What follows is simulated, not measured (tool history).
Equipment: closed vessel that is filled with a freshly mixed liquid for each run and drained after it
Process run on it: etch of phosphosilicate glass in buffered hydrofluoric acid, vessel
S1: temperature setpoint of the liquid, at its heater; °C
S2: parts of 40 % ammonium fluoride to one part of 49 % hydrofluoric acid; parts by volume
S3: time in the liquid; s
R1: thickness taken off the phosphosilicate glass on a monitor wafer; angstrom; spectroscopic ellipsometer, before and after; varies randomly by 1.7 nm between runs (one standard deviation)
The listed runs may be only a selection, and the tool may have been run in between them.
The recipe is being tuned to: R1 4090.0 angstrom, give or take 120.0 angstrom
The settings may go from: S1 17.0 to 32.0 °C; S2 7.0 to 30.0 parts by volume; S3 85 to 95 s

Run 1, hour 0.0: S1 25.0 °C, S2 20.0 parts by volume, S3 85 s. Result: R1 2971.4 angstrom.
Run 2, hour 3.5: S1 23.5 °C, S2 20.0 parts by volume, S3 85 s. Result: R1 2735.0 angstrom.
Run 3, hour 4.4: S1 23.5 °C, S2 24.0 parts by volume, S3 85 s. Result: R1 2427.2 angstrom.
Run 4, hour 13.3: S1 20.5 °C, S2 24.0 parts by volume, S3 85 s. Result: R1 2044.5 angstrom.
Run 5, hour 17.2: S1 20.5 °C, S2 29.0 parts by volume, S3 85 s. Result: R1 1768.0 angstrom.
Run 6, hour 18.5: S1 22.5 °C, S2 27.5 parts by volume, S3 85 s. Result: R1 2091.4 angstrom.
Run 7, hour 23.5: S1 24.0 °C, S2 26.5 parts by volume, S3 85 s. Result: R1 2310.4 angstrom.
Run 8, hour 29.3: S1 28.0 °C, S2 20.0 parts by volume, S3 85 s. Result: R1 3480.0 angstrom.
Run 9, hour 32.5: S1 28.5 °C, S2 20.0 parts by volume, S3 85 s. Result: R1 3573.7 angstrom.

Below are 4 possible settings for the next run. Only one of them brings all results inside the allowed miss of their targets. Which is it?
Run A, hour 35.7: S1 27.5 °C, S2 20.0 parts by volume, S3 95 s. Result: R1 ?.
Run B, hour 35.7: S1 29.0 °C, S2 20.0 parts by volume, S3 95 s. Result: R1 ?.
Run C, hour 35.7: S1 29.0 °C, S2 19.0 parts by volume, S3 85 s. Result: R1 ?.
Run D, hour 35.7: S1 27.5 °C, S2 18.5 parts by volume, S3 90 s. Result: R1 ?.

move      R1
   A  3789.9
   B  4106.0
   C  3805.1
   D  3787.6
A: closer than the last run, but not yet in spec
B: all results in spec
C: closer than the last run, but not yet in spec
D: closer than the last run, but not yet in spec
The right move is B.

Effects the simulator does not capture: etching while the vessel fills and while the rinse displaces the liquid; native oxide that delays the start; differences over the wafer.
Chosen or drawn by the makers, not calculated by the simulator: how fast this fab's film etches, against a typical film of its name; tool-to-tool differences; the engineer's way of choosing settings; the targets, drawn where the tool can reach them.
